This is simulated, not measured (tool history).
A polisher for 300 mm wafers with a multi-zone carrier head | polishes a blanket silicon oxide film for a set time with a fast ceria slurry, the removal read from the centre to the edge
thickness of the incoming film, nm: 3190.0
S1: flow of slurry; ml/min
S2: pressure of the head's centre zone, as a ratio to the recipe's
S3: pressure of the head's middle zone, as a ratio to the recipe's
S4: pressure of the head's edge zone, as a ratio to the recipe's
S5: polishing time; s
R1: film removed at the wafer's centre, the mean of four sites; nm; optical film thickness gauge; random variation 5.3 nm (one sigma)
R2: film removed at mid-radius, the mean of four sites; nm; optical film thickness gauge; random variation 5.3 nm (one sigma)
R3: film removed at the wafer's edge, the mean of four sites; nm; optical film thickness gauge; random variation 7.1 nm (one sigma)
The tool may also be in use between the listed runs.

run    day   S1    S2    S3    S4  S5      R1      R2      R3
  1      0  205     1     1     1  54  480.74  482.04  478.36
  2  0.279  215  1.02  1.01  1.05  56  515.28  518.88  514.23
  3  0.488  230  1.04     1  1.09  57  547.62  519.75  549.91
  4  0.783  230  1.04     1  1.09  68   650.4  614.27  626.63
  5  0.912  215  1.03  0.99  1.08  68  644.16  607.83  637.24
  6  1.233  215  1.03  0.99  1.01  68  633.67  611.21  604.43

Run 7 comes next. What will it give?
  7  1.567  205  1.02  0.98  1.01  68   ?   ?   ?

{"run 7": {"R1": 629.11, "R2": 594.45, "R3": 612.24}}
